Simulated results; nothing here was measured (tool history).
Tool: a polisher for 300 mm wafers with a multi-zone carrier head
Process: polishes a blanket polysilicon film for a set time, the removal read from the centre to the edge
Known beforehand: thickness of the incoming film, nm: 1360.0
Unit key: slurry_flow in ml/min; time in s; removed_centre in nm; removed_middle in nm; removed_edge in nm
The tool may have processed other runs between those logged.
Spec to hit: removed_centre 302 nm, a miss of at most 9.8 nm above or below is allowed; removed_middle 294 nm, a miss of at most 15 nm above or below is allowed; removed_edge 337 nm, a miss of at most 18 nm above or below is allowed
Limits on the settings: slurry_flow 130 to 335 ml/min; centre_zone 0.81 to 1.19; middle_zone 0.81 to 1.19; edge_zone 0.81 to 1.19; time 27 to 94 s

run	hour	slurry_flow	centre_zone	middle_zone	edge_zone	time	removed_centre	removed_middle	removed_edge
1	0	215	1	1	1	60	469.29	456.08	452.77
2	6.5	235	1	1	1	60	475.73	466.41	455.67
3	7.4	235	0.92	1	1	60	435.01	456	447.19
4	11.3	235	0.84	1	1	60	416.47	460.43	464.18
5	19	230	0.84	0.97	0.99	57	387.98	422.08	437.02
6	20.8	230	0.84	0.97	0.99	72	490.04	529.67	554.86
7	22.2	225	0.84	0.94	0.97	67	457.36	483.29	503.41
8	26.2	220	0.84	0.92	0.97	62	420.95	426.91	472.75
9	32.4	215	0.84	0.91	0.96	58	393.36	396.39	432.12
10	40.8	210	0.83	0.9	0.96	55	363.77	369.61	406.7

Exactly one of the 4 candidate moves below puts every result within its allowed miss. Which one?
A	49.2	180	0.81	0.88	1.03	52	?	?	?
B	49.2	140	0.9	0.89	1.02	47	?	?	?
C	49.2	175	0.91	0.9	0.86	44	?	?	?
D	49.2	160	0.81	0.93	1.14	46	?	?	?

move	removed_centre	removed_middle	removed_edge
A	334.36	334.92	386.96
B	307.97	289.57	334.95
C	307.09	287.17	299.64
D	288.31	303.09	354.02
A: gains on the last run, yet a result remains outside its allowed miss
B: every result lands within tolerance
C: brings the last run's worst result on target, with another outside its allowed miss
D: moves the result that the last run missed by most past its target, out the other side
So the answer is move B, the one that meets all the targets.
